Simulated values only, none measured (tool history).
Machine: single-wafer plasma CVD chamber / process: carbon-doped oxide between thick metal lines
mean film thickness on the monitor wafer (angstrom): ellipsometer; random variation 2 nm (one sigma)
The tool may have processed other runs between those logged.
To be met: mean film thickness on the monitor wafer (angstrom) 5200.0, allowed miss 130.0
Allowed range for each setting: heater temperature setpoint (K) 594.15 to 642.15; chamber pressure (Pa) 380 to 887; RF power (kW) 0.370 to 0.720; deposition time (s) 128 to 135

run,hour,heater temperature setpoint (K),chamber pressure (Pa),RF power (kW),deposition time (s),mean film thickness on the monitor wafer (angstrom)
1,0.0,618.15,633,0.545,135,7184.1
2,5.4,627.15,633,0.545,135,7014.0
3,14.1,627.15,633,0.545,135,7093.9
4,21.3,627.15,683,0.545,135,7233.3
5,28.6,627.15,661,0.525,134,6926.9
6,37.5,627.15,749,0.525,134,6980.8
7,46.4,629.15,723,0.510,133,6718.1
8,50.4,630.15,717,0.495,132,6451.8

Which one of the following 5 next-run settings gets every result inside its allowed miss? There is exactly one.
A,54.4,633.15,717,0.400,128,?
B,54.4,638.15,747,0.405,128,?
C,54.4,637.15,691,0.395,128,?
D,54.4,642.15,611,0.440,130,?
E,54.4,634.15,693,0.455,128,?

move,mean film thickness on the monitor wafer (angstrom)
A,4801.9
B,4866.8
C,4648.3
D,5243.1
E,5622.3
A: takes the biggest miss from the last run beyond its target
B: takes the biggest miss from the last run beyond its target
C: takes the biggest miss from the last run beyond its target
D: every result lands within tolerance
E: nearer than the last run, and not there yet
The move that meets every target is D.
